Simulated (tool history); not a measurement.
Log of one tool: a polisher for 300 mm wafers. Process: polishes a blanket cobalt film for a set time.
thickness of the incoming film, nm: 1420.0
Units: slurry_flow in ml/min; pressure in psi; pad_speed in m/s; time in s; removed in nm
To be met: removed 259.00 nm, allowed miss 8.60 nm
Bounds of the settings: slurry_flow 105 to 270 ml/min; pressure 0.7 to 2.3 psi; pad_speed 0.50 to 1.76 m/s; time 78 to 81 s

run,day,slurry_flow,pressure,pad_speed,time,removed
1,0.000,175,1.5,1.12,78,377.78
2,0.071,195,1.5,1.12,78,372.02
3,0.342,195,1.5,1.36,78,463.36
4,0.388,170,1.5,1.36,78,455.12
5,0.546,150,1.5,1.36,78,439.55
6,0.617,150,1.4,1.36,78,412.77
7,0.800,150,1.3,1.36,78,396.63
8,0.929,150,1.2,1.34,78,363.97
9,1.067,150,1.1,1.34,78,335.23
10,1.117,140,0.7,1.32,78,234.17

5 next moves are on the table. One of them brings every result within its allowed miss. Which?
A,1.167,105,0.7,1.28,79,?
B,1.167,165,0.7,1.14,78,?
C,1.167,125,0.8,1.28,81,?
D,1.167,160,0.9,1.22,81,?
E,1.167,130,0.7,1.12,78,?

move,removed
A,219.81
B,209.83
C,256.41
D,278.08
E,198.50
A: further off than the last run
B: further off than the last run
C: meets every target
D: takes the result that was furthest off past its target
E: further off than the last run
The right move is C.
